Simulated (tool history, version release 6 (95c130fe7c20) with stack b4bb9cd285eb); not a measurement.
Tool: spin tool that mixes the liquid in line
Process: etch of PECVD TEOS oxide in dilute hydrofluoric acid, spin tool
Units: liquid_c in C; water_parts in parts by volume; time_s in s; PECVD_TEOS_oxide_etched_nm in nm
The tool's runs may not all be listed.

{"run": 1, "hour": 0.0, "liquid_c": 23.0, "water_parts": 110, "time_s": 90, "PECVD_TEOS_oxide_etched_nm": 6.3951}
{"run": 2, "hour": 6.9, "liquid_c": 22.5, "water_parts": 110, "time_s": 90, "PECVD_TEOS_oxide_etched_nm": 6.2386}
{"run": 3, "hour": 14.4, "liquid_c": 22.5, "water_parts": 110, "time_s": 90, "PECVD_TEOS_oxide_etched_nm": 6.2653}
{"run": 4, "hour": 19.4, "liquid_c": 22.0, "water_parts": 110, "time_s": 90, "PECVD_TEOS_oxide_etched_nm": 6.1413}
{"run": 5, "hour": 20.2, "liquid_c": 21.5, "water_parts": 110, "time_s": 90, "PECVD_TEOS_oxide_etched_nm": 6.0146}
{"run": 6, "hour": 22.9, "liquid_c": 24.0, "water_parts": 110, "time_s": 90, "PECVD_TEOS_oxide_etched_nm": 6.6322}
{"run": 7, "hour": 31.6, "liquid_c": 23.0, "water_parts": 110, "time_s": 90, "PECVD_TEOS_oxide_etched_nm": 6.3327}

The next listed run, before its measurement:
{"run": 8, "hour": 32.5, "liquid_c": 22.5, "water_parts": 110, "time_s": 90, "PECVD_TEOS_oxide_etched_nm": "?"}

{"run 8": {"PECVD_TEOS_oxide_etched_nm": 6.2484}}
